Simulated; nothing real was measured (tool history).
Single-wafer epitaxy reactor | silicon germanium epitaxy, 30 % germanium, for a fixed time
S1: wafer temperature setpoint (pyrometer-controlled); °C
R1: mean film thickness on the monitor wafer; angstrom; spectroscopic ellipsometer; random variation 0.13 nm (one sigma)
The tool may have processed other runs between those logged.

Run 1, hour 0: S1 600 °C, chamber pressure (Torr) 20.1. Result: R1 628.52 angstrom.
Run 2, hour 4.4: S1 592 °C, chamber pressure (Torr) 20.1. Result: R1 526.33 angstrom.
Run 3, hour 8.4: S1 585 °C, chamber pressure (Torr) 20.1. Result: R1 454.36 angstrom.
Run 4, hour 12.3: S1 593 °C, chamber pressure (Torr) 20.1. Result: R1 541.13 angstrom.
Run 5, hour 16.4: S1 593 °C, chamber pressure (Torr) 17.6. Result: R1 515.6 angstrom.
Run 6, hour 22.4: S1 600 °C, chamber pressure (Torr) 17.6. Result: R1 600.51 angstrom.

For run 7, what comes out?
Run 7, hour 31: S1 588 °C, chamber pressure (Torr) 17. Result: R1 ?.

{"run 7": {"R1": 460.19}}
